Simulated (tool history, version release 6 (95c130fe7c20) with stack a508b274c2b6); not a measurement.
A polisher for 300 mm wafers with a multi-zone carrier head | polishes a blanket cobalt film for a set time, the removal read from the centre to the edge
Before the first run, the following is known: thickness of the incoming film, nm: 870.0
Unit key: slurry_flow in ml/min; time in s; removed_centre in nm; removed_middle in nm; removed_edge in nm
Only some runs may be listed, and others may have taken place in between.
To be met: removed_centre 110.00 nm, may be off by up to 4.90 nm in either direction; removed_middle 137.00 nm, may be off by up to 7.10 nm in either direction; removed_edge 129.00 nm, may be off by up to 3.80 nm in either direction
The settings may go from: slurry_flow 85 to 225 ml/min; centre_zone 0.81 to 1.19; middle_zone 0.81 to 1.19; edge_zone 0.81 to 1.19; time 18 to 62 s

run	hour	slurry_flow	centre_zone	middle_zone	edge_zone	time	removed_centre	removed_middle	removed_edge
1	0.0	145	1.00	1.00	1.00	40	142.66	148.42	143.94
2	6.6	145	1.00	1.00	1.08	40	144.42	148.99	147.92
3	7.7	145	1.00	1.00	1.08	32	113.35	116.75	119.59
4	8.8	150	0.99	1.01	1.09	32	115.05	119.62	121.40
5	10.2	150	0.97	1.02	1.10	32	113.61	120.69	119.99
6	17.6	150	0.95	1.02	1.11	33	114.61	122.75	124.58
7	18.1	150	0.94	1.03	1.11	33	111.39	126.93	123.55
8	22.6	150	0.93	1.03	1.12	33	114.67	123.96	125.70
9	26.8	150	0.91	1.04	1.12	33	107.11	124.61	124.21
10	33.0	150	0.91	1.05	1.12	33	110.61	127.42	125.70
11	39.3	150	0.90	1.06	1.12	33	109.84	128.26	123.73
12	41.2	165	0.86	1.10	1.17	34	111.29	139.34	135.13

Consider the 4 candidate settings below. Which is the only one whose results all fall within their allowed miss of target?
A	43.1	125	0.89	1.11	1.11	35	?	?	?
B	43.1	160	0.83	0.92	1.19	37	?	?	?
C	43.1	155	0.85	1.05	1.18	36	?	?	?
D	43.1	140	0.85	1.08	1.18	36	?	?	?

move	removed_centre	removed_middle	removed_edge
A	107.83	133.63	128.60
B	111.99	128.07	145.51
C	111.01	137.24	140.24
D	108.68	137.67	138.28
A: all results land within tolerance of their targets
B: the biggest miss grows against the last run
C: the biggest miss grows against the last run
D: the biggest miss grows against the last run
The move that meets every target is A.
